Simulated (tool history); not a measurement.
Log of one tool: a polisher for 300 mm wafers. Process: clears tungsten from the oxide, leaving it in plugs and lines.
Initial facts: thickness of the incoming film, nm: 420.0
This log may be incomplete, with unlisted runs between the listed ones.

| run | hour | flow of slurry (ml/min) | pressure of the wafer on the pad (kPa) | speed of the pad under the wafer (m/s) | abrasive content of the slurry | overpolish time after the end point (s) | time until the end point was called (s) |
|---|---|---|---|---|---|---|---|
| 1 | 0.0 | 145 | 20.7 | 1.00 | 1.0 | 9 | 113.18 |
| 2 | 5.5 | 145 | 20.7 | 0.84 | 1.0 | 9 | 123.52 |
| 3 | 12.5 | 160 | 20.7 | 0.84 | 1.0 | 9 | 122.87 |
| 4 | 14.7 | 160 | 20.7 | 0.84 | 1.1 | 9 | 121.28 |
| 5 | 18.8 | 160 | 20.7 | 0.66 | 1.1 | 9 | 144.41 |
| 6 | 20.0 | 160 | 20.7 | 0.66 | 1.1 | 9 | 145.86 |

What will run 7 give?
|  | 27.3 | slurry nozzle cleaned |
| 7 | 27.3 | 160 | 23.4 | 0.72 | 1.1 | 9 | ? |

Run 7 yielded time until the end point was called (s) 114.69.

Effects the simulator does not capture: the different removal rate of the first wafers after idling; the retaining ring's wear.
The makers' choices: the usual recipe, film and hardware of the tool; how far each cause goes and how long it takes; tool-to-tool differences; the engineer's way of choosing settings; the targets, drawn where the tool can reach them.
